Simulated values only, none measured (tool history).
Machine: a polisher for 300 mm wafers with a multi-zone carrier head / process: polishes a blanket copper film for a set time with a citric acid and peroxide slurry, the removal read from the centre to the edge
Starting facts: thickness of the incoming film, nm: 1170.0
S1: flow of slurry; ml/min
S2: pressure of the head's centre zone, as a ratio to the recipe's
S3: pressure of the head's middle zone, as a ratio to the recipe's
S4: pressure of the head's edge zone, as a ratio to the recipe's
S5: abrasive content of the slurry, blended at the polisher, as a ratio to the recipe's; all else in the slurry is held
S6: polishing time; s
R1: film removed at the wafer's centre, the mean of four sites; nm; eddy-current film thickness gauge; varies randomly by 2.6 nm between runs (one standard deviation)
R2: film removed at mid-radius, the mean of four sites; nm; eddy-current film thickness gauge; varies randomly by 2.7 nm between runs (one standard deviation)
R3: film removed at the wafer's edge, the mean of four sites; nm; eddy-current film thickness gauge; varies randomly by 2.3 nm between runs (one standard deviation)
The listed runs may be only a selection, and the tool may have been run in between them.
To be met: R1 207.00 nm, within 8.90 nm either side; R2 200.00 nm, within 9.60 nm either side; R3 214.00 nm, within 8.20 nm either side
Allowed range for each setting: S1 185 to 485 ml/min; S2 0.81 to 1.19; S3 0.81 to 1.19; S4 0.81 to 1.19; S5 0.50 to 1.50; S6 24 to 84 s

run	hour	S1	S2	S3	S4	S5	S6	R1	R2	R3
1	0.0	310	1.00	1.00	1.00	1.00	54	165.01	165.92	167.96
2	6.5	260	1.00	1.00	1.00	1.00	54	162.60	163.71	165.48
3	13.4	260	1.00	1.00	0.92	1.00	54	162.33	162.94	155.59
4	18.7	260	1.00	1.00	0.92	1.00	44	133.27	134.77	128.16
5	26.8	260	1.00	1.03	0.92	1.00	44	134.54	135.85	128.73
6	27.6	265	1.02	1.04	0.98	1.15	47	148.89	148.40	145.28
7	32.4	275	1.03	1.05	1.02	1.25	50	160.38	166.06	160.08
8	33.8	280	1.05	1.04	1.06	1.30	52	173.21	172.65	172.73
9	42.2	285	1.06	1.04	1.09	1.35	53	180.49	175.42	179.30
10	43.8	290	1.06	1.04	1.11	1.40	54	185.58	181.83	183.68
11	48.5	290	1.05	1.03	1.13	1.40	56	192.20	185.12	196.50

Of the 4 settings listed for the next run, only one would bring every result within its allowed miss of target. Which one?
A	53.2	280	1.01	1.06	1.16	1.40	56	?	?	?
B	53.2	270	1.05	1.02	1.17	1.50	60	?	?	?
C	53.2	265	1.12	1.08	1.06	1.50	64	?	?	?
D	53.2	325	1.15	1.13	1.06	1.50	59	?	?	?

move	R1	R2	R3
A	182.05	185.45	196.29
B	204.34	193.83	213.31
C	232.10	216.51	215.83
D	225.38	212.18	202.27
A: moves away from the targets compared with the last run
B: in spec on every target
C: the furthest-off result lands on target, but another misses its tolerance
D: just as far off the targets as the last run
So the answer is move B, the one that meets all the targets.
